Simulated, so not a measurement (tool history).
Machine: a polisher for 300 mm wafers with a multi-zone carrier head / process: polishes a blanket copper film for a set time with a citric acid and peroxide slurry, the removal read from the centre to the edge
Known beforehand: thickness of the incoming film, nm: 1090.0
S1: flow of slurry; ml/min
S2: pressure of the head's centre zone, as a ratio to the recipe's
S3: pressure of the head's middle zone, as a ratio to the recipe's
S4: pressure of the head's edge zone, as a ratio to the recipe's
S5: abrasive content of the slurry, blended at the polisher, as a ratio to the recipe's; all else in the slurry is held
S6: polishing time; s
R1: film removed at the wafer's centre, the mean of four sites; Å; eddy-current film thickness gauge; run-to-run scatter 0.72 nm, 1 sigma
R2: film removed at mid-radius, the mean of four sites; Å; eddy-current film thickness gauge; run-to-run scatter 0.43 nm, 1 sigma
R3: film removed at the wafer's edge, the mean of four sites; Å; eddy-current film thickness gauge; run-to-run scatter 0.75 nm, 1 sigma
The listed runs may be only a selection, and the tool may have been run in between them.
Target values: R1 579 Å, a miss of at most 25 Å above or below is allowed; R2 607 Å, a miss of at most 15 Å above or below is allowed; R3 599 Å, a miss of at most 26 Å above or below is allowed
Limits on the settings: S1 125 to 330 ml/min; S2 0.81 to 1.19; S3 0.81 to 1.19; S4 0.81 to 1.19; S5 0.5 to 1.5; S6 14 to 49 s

run,hour,S1,S2,S3,S4,S5,S6,R1,R2,R3
1,0,210,1,1,1,1,31,737.78,730.43,714.45
2,0.8,210,1,1,1.04,1,31,730.47,719.62,717.24
3,9.5,210,1,0.92,1.04,1,31,732.84,670.36,712.81
4,18,205,0.97,0.92,1,0.9,31,693.98,663.58,701.34
5,24.1,205,1.03,0.92,1,0.9,31,741.12,661.94,692.5
6,24.8,165,1.03,0.92,1,0.9,31,723.99,642.22,675.29
7,31.5,160,1,0.93,0.97,0.8,31,661.23,627.55,659.56
8,33.5,160,0.99,0.94,0.94,0.75,31,672.57,625.33,636.66
9,34.9,155,0.96,0.95,0.93,0.7,31,631.81,624.5,646.76
10,43,155,0.95,0.96,0.91,0.65,31,632.78,620.54,628.26
11,50,150,0.94,0.97,0.9,0.65,31,616.78,627.81,614.04

Which of these 4 next moves meets every target?
A,57,125,0.92,0.96,0.86,0.9,30,?,?,?
B,57,130,0.99,0.95,0.9,1.2,28,?,?,?
C,57,145,0.91,1.05,0.98,0.6,30,?,?,?
D,57,175,0.97,1.14,0.81,0.7,28,?,?,?

move,R1,R2,R3
A,588.77,617.23,619.69
B,624.56,602.21,615.84
C,567.19,643.66,616.67
D,596.08,675.52,570.79
A: hits every target within its allowed miss
B: the biggest miss grows against the last run
C: the furthest-off result lands on target, but another misses its tolerance
D: the furthest-off result lands on target, but another misses its tolerance
A is the move that brings every result within its allowed miss.
